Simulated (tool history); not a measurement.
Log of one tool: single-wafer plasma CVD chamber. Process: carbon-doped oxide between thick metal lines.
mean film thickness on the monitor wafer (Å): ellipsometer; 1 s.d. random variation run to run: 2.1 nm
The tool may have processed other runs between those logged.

| run | hour | heater temperature setpoint (K) | chamber pressure (Torr) | RF power (W) | deposition time (s) | mean film thickness on the monitor wafer (Å) |
|---|---|---|---|---|---|---|
| 1 | 0.0 | 643.15 | 4.47 | 510 | 104 | 4754.1 |
| 2 | 1.1 | 644.15 | 4.29 | 480 | 103 | 4479.5 |
| 3 | 5.9 | 644.15 | 4.29 | 480 | 104 | 4473.2 |
| 4 | 13.1 | 644.15 | 4.29 | 480 | 104 | 4498.4 |
| 5 | 20.2 | 644.15 | 3.60 | 480 | 104 | 4412.5 |
| 6 | 27.0 | 644.15 | 2.92 | 480 | 104 | 4319.3 |
| 7 | 31.7 | 645.15 | 2.87 | 465 | 104 | 4178.4 |

The next listed run, before its measurement:
| 8 | 36.9 | 646.15 | 2.83 | 455 | 104 | ? |

Run 8 produced mean film thickness on the monitor wafer (Å) 4185.0.

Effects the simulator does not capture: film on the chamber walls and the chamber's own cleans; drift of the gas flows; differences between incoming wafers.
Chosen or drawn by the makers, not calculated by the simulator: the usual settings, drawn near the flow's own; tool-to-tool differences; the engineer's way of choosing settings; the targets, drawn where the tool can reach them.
